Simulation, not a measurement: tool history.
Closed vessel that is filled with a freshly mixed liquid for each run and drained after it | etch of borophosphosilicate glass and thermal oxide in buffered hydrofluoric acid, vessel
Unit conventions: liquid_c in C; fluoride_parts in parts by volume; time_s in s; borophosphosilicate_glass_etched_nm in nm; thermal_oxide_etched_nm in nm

| run | hour | liquid_c | fluoride_parts | time_s | borophosphosilicate_glass_etched_nm | thermal_oxide_etched_nm |
|---|---|---|---|---|---|---|
| 1 | 0.0 | 23.0 | 7.5 | 60 | 160.19 | 79.095 |
| 2 | 2.9 | 23.0 | 7.5 | 75 | 202.67 | 99.167 |
| 3 | 8.9 | 23.0 | 7.5 | 65 | 175.53 | 85.511 |
| 4 | 11.5 | 23.0 | 7.5 | 45 | 121.02 | 59.434 |
| 5 | 18.1 | 23.0 | 8.5 | 45 | 105.11 | 52.292 |
| 6 | 26.0 | 24.5 | 8.0 | 45 | 121.31 | 60.159 |

Run 7 comes next. What will it give?
| 7 | 30.3 | 26.0 | 7.5 | 45 | ? | ? |

borophosphosilicate_glass_etched_nm: 140.35 nm
thermal_oxide_etched_nm: 69.735 nm

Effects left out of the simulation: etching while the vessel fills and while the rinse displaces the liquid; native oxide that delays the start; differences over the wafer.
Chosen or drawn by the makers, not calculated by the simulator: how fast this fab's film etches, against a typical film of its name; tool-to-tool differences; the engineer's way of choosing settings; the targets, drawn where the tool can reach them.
